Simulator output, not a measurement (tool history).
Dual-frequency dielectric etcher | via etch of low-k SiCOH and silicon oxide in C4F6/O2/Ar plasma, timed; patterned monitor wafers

run  hour  source power (W)  bias power (W)  etch time (s)  mean etch depth across the wafer (Å)
  1     0               360             196          115.5                                3253.7
  2   5.4               360             196          115.5                                3253.3
  3   6.2               360             223          115.5                                3424.2
  4   8.8               360             193          115.5                                3223.5
  5  13.3               340             188          115.5                                  3135
  6  16.8               340             188          115.5                                3128.4

The next listed run, before its measurement:
  7  17.8               320             184          115.5                                     ?

mean etch depth across the wafer (Å): 3019.8
